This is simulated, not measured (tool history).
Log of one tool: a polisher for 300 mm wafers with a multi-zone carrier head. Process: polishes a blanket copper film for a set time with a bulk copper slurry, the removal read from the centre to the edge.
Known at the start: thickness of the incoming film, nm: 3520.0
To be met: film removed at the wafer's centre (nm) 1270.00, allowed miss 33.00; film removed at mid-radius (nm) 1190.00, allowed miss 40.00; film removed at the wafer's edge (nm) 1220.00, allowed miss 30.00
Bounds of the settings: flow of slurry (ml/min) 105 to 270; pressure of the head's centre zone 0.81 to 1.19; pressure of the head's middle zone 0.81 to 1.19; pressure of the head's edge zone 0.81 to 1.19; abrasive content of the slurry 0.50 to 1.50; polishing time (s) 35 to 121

run,hour,flow of slurry (ml/min),pressure of the head's centre zone,pressure of the head's middle zone,pressure of the head's edge zone,abrasive content of the slurry,polishing time (s),film removed at the wafer's centre (nm),film removed at mid-radius (nm),film removed at the wafer's edge (nm)
1,0.0,175,1.00,1.00,1.00,1.00,78,814.45,833.07,794.37
2,7.5,185,1.02,1.00,1.04,1.10,81,889.62,883.59,870.63
3,8.5,185,1.10,1.00,1.04,1.10,81,955.99,884.68,863.01
4,11.3,195,1.10,1.01,1.07,1.20,84,1016.10,959.35,936.21
5,15.1,195,1.10,1.01,1.07,1.30,84,1032.70,970.76,945.08
6,18.2,205,1.10,1.01,1.09,1.35,86,1080.70,999.19,997.32
7,25.1,210,1.10,1.02,1.11,1.40,88,1105.10,1046.90,1028.20
8,26.4,210,1.10,1.02,1.12,1.40,90,1147.20,1089.20,1061.90
9,33.5,215,1.10,1.01,1.13,1.40,91,1151.10,1068.50,1080.50

Which of these 4 next moves meets every target?
A,40.6,205,0.85,0.94,1.19,1.50,108,?,?,?
B,40.6,235,0.93,0.89,1.19,1.35,93,?,?,?
C,40.6,195,0.87,1.09,1.19,1.40,98,?,?,?
D,40.6,220,1.09,1.02,1.17,1.40,100,?,?,?

move,film removed at the wafer's centre (nm),film removed at mid-radius (nm),film removed at the wafer's edge (nm)
A,1066.10,1209.60,1327.20
B,1000.30,988.43,1131.50
C,969.70,1217.50,1178.40
D,1262.40,1190.60,1206.40
A: takes the result that was furthest off past its target
B: further off than the last run
C: further off than the last run
D: meets every target
Answer: D

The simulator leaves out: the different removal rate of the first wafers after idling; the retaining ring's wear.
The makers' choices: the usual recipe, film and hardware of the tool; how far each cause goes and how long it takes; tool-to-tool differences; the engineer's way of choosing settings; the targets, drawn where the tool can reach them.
